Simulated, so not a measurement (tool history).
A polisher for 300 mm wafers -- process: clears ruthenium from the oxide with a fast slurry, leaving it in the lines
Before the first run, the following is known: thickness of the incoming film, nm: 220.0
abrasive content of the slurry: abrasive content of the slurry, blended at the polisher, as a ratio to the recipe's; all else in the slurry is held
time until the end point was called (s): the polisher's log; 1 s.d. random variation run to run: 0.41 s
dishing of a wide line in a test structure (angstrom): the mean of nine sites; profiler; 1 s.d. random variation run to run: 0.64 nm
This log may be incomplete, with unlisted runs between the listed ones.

run  hour  flow of slurry (ml/min)  pressure of the wafer on the pad (kPa)  speed of the pad under the wafer (cm/s)  abrasive content of the slurry  overpolish time after the end point (s)  time until the end point was called (s)  dishing of a wide line in a test structure (angstrom)
  1   0.0                      210                                    18.6                                       84                             1.0                                       13                                   66.049                                                 307.58
  2   6.1                      210                                    18.6                                       84                             1.2                                       13                                   59.918                                                 342.01
  3   7.7                      215                                    19.3                                       84                             1.2                                       12                                   57.979                                                 310.48
  4  11.2                      215                                    20.7                                       84                             1.2                                       12                                   55.754                                                 339.56
  5  18.4                      215                                    20.7                                       84                             1.2                                        6                                   55.999                                                 184.54
  6  23.7                      240                                    20.7                                       84                             1.2                                        6                                   54.784                                                 177.47
  7  25.2                      240                                    21.4                                       84                             1.2                                        7                                   53.207                                                 204.51

Run 8 comes next. What will it give?
  8  32.2                      260                                    22.8                                       84                             1.2                                        9                                        ?                                                      ?

{"run 8": {"time until the end point was called (s)": 50.383, "dishing of a wide line in a test structure (angstrom)": 267.55}}

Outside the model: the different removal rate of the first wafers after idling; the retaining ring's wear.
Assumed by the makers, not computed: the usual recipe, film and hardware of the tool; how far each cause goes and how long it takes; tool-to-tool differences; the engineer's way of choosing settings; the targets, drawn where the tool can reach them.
